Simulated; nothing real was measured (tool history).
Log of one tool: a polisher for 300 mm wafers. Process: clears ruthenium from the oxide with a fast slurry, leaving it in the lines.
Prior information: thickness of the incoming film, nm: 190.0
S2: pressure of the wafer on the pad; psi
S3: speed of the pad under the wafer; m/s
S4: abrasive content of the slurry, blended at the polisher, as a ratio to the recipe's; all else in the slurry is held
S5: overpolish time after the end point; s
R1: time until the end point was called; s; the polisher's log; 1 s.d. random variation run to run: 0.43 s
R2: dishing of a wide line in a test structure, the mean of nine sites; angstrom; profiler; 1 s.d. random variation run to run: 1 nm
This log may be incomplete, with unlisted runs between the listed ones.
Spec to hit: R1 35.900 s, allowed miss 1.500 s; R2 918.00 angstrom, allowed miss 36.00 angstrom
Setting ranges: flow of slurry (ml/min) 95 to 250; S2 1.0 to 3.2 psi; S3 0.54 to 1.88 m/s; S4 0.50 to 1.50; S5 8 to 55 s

Run 1, hour 0.0: flow of slurry (ml/min) 160, S2 2.1 psi, S3 1.20 m/s, S4 1.00, S5 28 s. Result: R1 54.078 s, R2 712.06 angstrom.
Run 2, hour 5.2: flow of slurry (ml/min) 160, S2 2.1 psi, S3 1.20 m/s, S4 1.00, S5 33 s. Result: R1 54.841 s, R2 822.97 angstrom.
Run 3, hour 11.1: flow of slurry (ml/min) 160, S2 2.3 psi, S3 1.20 m/s, S4 1.00, S5 33 s. Result: R1 50.193 s, R2 892.60 angstrom.
Run 4, hour 19.4: flow of slurry (ml/min) 160, S2 2.3 psi, S3 1.10 m/s, S4 1.00, S5 33 s. Result: R1 53.946 s, R2 819.76 angstrom.
Run 5, hour 27.6: flow of slurry (ml/min) 160, S2 2.3 psi, S3 0.88 m/s, S4 1.00, S5 33 s. Result: R1 64.575 s, R2 709.97 angstrom.
Run 6, hour 31.6: flow of slurry (ml/min) 160, S2 2.3 psi, S3 0.88 m/s, S4 1.00, S5 38 s. Result: R1 63.751 s, R2 814.91 angstrom.
Run 7, hour 39.6: flow of slurry (ml/min) 165, S2 2.4 psi, S3 0.90 m/s, S4 1.00, S5 36 s. Result: R1 60.545 s, R2 799.91 angstrom.
Run 8, hour 44.8: flow of slurry (ml/min) 165, S2 2.5 psi, S3 0.92 m/s, S4 1.00, S5 35 s. Result: R1 57.504 s, R2 828.35 angstrom.
Run 9, hour 45.4: flow of slurry (ml/min) 200, S2 3.1 psi, S3 1.10 m/s, S4 1.05, S5 21 s. Result: R1 38.879 s, R2 745.11 angstrom.
Run 10, hour 48.7: flow of slurry (ml/min) 200, S2 3.1 psi, S3 1.12 m/s, S4 1.05, S5 22 s. Result: R1 37.481 s, R2 802.03 angstrom.
Run 11, hour 52.3: flow of slurry (ml/min) 200, S2 3.1 psi, S3 1.14 m/s, S4 1.05, S5 24 s. Result: R1 36.454 s, R2 867.01 angstrom.

Next run, 5 choices. One meets every target within its allowed miss, the rest don't. Which?
Run A, hour 55.9: flow of slurry (ml/min) 135, S2 3.1 psi, S3 1.24 m/s, S4 1.10, S5 25 s. Result: R1 ?, R2 ?.
Run B, hour 55.9: flow of slurry (ml/min) 190, S2 3.2 psi, S3 1.16 m/s, S4 0.95, S5 20 s. Result: R1 ?, R2 ?.
Run C, hour 55.9: flow of slurry (ml/min) 120, S2 2.9 psi, S3 1.38 m/s, S4 1.15, S5 21 s. Result: R1 ?, R2 ?.
Run D, hour 55.9: flow of slurry (ml/min) 215, S2 3.2 psi, S3 1.08 m/s, S4 1.25, S5 22 s. Result: R1 ?, R2 ?.
Run E, hour 55.9: flow of slurry (ml/min) 215, S2 3.2 psi, S3 1.14 m/s, S4 1.00, S5 22 s. Result: R1 ?, R2 ?.

move      R1      R2
   A  36.148  915.36
   B  36.646  753.82
   C  35.598  804.30
   D  35.115  845.07
   E  35.986  828.28
A: every result lands within tolerance
B: moves away from the targets compared with the last run
C: moves away from the targets compared with the last run
D: moves away from the targets compared with the last run
E: moves away from the targets compared with the last run
Move A is the one to make.
